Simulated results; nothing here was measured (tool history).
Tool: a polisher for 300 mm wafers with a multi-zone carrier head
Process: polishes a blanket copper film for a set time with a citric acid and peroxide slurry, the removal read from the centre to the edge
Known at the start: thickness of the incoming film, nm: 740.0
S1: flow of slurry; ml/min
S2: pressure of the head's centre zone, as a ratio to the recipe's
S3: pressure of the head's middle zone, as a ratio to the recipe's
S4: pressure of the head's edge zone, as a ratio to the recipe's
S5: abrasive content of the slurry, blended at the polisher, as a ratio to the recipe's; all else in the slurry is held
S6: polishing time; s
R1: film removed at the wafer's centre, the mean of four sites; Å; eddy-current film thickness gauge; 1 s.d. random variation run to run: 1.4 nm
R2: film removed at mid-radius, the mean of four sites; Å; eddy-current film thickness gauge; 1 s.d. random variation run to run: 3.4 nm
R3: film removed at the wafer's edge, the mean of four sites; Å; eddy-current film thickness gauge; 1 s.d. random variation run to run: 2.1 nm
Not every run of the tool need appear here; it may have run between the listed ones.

run  hour   S1    S2    S3    S4   S5  S6      R1      R2      R3
  1   0.0  160  1.00  1.00  1.00  1.0  66  1557.4  1623.0  1618.1
  2   8.4  160  1.00  1.09  1.00  1.0  66  1559.9  1740.0  1601.7
  3  10.4  165  1.00  1.09  1.03  1.1  68  1658.1  1856.7  1728.7
  4  17.5  165  0.95  1.09  1.03  1.1  68  1561.6  1834.4  1703.5
  5  25.5  165  0.95  1.09  1.03  1.1  74  1699.5  2008.9  1854.9
  6  29.8  165  1.01  1.09  1.03  1.1  74  1806.8  1969.3  1843.6

Run 7 comes next. What will it give?
  7  36.6  175  1.00  1.09  1.06  1.2  75   ?   ?   ?

R1: 1865.2 Å
R2: 2007.1 Å
R3: 1964.1 Å

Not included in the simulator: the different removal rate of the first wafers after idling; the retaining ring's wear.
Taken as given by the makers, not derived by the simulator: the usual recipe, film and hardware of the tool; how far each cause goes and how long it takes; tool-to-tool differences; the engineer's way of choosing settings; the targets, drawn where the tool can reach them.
